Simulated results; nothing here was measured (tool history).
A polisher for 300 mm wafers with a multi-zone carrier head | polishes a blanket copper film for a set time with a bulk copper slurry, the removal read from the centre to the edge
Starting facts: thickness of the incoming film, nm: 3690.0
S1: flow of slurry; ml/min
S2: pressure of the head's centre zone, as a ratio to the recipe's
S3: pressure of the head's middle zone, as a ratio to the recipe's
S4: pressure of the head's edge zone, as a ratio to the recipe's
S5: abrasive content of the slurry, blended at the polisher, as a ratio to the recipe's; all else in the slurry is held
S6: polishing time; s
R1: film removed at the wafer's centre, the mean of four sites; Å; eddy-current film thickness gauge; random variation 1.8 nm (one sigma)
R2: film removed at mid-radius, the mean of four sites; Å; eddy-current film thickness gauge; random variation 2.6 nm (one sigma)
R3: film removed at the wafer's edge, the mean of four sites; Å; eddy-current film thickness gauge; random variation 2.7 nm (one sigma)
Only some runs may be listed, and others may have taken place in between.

{"run": 1, "hour": 0.0, "S1": 295, "S2": 1, "S3": 1, "S4": 1, "S5": 1, "S6": 38, "R1": 3132.4, "R2": 3220.9, "R3": 3104.8}
{"run": 2, "hour": 8.3, "S1": 290, "S2": 0.97, "S3": 0.98, "S4": 0.98, "S5": 0.9, "S6": 35, "R1": 2820.5, "R2": 2857.3, "R3": 2812}
{"run": 3, "hour": 14.3, "S1": 285, "S2": 0.94, "S3": 0.98, "S4": 0.97, "S5": 0.8, "S6": 32, "R1": 2379.3, "R2": 2547.4, "R3": 2432.8}
{"run": 4, "hour": 20.9, "S1": 215, "S2": 0.94, "S3": 0.98, "S4": 0.97, "S5": 0.8, "S6": 32, "R1": 2326, "R2": 2450.1, "R3": 2463.5}
{"run": 5, "hour": 25.5, "S1": 215, "S2": 0.94, "S3": 1.05, "S4": 0.97, "S5": 0.8, "S6": 32, "R1": 2346.7, "R2": 2625.9, "R3": 2437.2}
{"run": 6, "hour": 32.8, "S1": 215, "S2": 0.98, "S3": 1.05, "S4": 0.97, "S5": 0.8, "S6": 32, "R1": 2470.3, "R2": 2532.1, "R3": 2427.8}
{"run": 7, "hour": 36.0, "S1": 215, "S2": 0.96, "S3": 1.03, "S4": 0.97, "S5": 0.75, "S6": 31, "R1": 2298.5, "R2": 2547.7, "R3": 2325.6}
{"run": 8, "hour": 42.5, "S1": 210, "S2": 0.95, "S3": 0.99, "S4": 0.95, "S5": 0.7, "S6": 30, "R1": 2185.8, "R2": 2346.7, "R3": 2131.6}
{"run": 9, "hour": 44.4, "S1": 200, "S2": 0.94, "S3": 0.96, "S4": 0.96, "S5": 0.7, "S6": 29, "R1": 2044.7, "R2": 2201, "R3": 2193.4}
{"run": 10, "hour": 53.4, "S1": 200, "S2": 0.93, "S3": 0.93, "S4": 0.94, "S5": 0.65, "S6": 29, "R1": 1993.7, "R2": 2114.1, "R3": 2112.5}
{"run": 11, "hour": 56.6, "S1": 200, "S2": 0.92, "S3": 0.91, "S4": 0.93, "S5": 0.6, "S6": 29, "R1": 1966.3, "R2": 2072.9, "R3": 2005.3}
{"run": 12, "hour": 61.1, "S1": 200, "S2": 0.92, "S3": 0.91, "S4": 0.93, "S5": 0.6, "S6": 29, "R1": 1976.2, "R2": 2020.9, "R3": 2037.1}
{"run": 13, "hour": 62.8, "S1": 200, "S2": 0.91, "S3": 0.91, "S4": 0.92, "S5": 0.6, "S6": 29, "R1": 1976.7, "R2": 2106.6, "R3": 2058.8}
{"run": 14, "hour": 64.3, "S1": 200, "S2": 0.9, "S3": 0.9, "S4": 0.92, "S5": 0.6, "S6": 29, "R1": 1945.4, "R2": 1990, "R3": 2076.1}
{"run": 15, "hour": 69.7, "S1": 200, "S2": 0.89, "S3": 0.9, "S4": 0.92, "S5": 0.6, "S6": 29, "R1": 1916.7, "R2": 2053.9, "R3": 2048.9}
{"run": 16, "hour": 70.7, "S1": 200, "S2": 0.89, "S3": 0.89, "S4": 0.92, "S5": 0.6, "S6": 29, "R1": 1899.4, "R2": 2029.9, "R3": 2077.5}
{"run": 17, "hour": 79.4, "S1": 200, "S2": 0.89, "S3": 0.88, "S4": 0.91, "S5": 0.6, "S6": 29, "R1": 1943.5, "R2": 1954.3, "R3": 1997.8}
{"run": 18, "hour": 83.3, "S1": 200, "S2": 0.89, "S3": 0.88, "S4": 0.91, "S5": 0.6, "S6": 29, "R1": 1923.7, "R2": 2020.6, "R3": 2043.5}
{"run": 19, "hour": 85.1, "S1": 200, "S2": 0.88, "S3": 0.87, "S4": 0.91, "S5": 0.6, "S6": 29, "R1": 1901.3, "R2": 2003.6, "R3": 2032.1}
{"run": 20, "hour": 89.9, "S1": 200, "S2": 0.87, "S3": 0.86, "S4": 0.9, "S5": 0.6, "S6": 29, "R1": 1879.9, "R2": 2004.7, "R3": 2010.7}
{"run": 21, "hour": 95.9, "S1": 200, "S2": 0.87, "S3": 0.85, "S4": 0.9, "S5": 0.6, "S6": 29, "R1": 1892.1, "R2": 1997.6, "R3": 2002}
{"run": 22, "hour": 103.8, "S1": 200, "S2": 0.87, "S3": 0.85, "S4": 0.9, "S5": 0.6, "S6": 29, "R1": 1908.2, "R2": 1965.9, "R3": 2075.2}
{"run": 23, "hour": 106.0, "S1": 205, "S2": 0.85, "S3": 0.87, "S4": 0.83, "S5": 0.5, "S6": 28, "R1": 1754.5, "R2": 1917.3, "R3": 1877.1}
{"run": 24, "hour": 111.7, "S1": 205, "S2": 0.85, "S3": 0.87, "S4": 0.83, "S5": 0.5, "S6": 28, "R1": 1740, "R2": 1922.7, "R3": 1856.6}

Run 25 has not been measured yet. What should we expect?
{"run": 25, "hour": 112.9, "S1": 205, "S2": 0.85, "S3": 0.87, "S4": 0.84, "S5": 0.5, "S6": 28, "R1": "?", "R2": "?", "R3": "?"}

R1: 1747.9 Å
R2: 1902 Å
R3: 1903.9 Å

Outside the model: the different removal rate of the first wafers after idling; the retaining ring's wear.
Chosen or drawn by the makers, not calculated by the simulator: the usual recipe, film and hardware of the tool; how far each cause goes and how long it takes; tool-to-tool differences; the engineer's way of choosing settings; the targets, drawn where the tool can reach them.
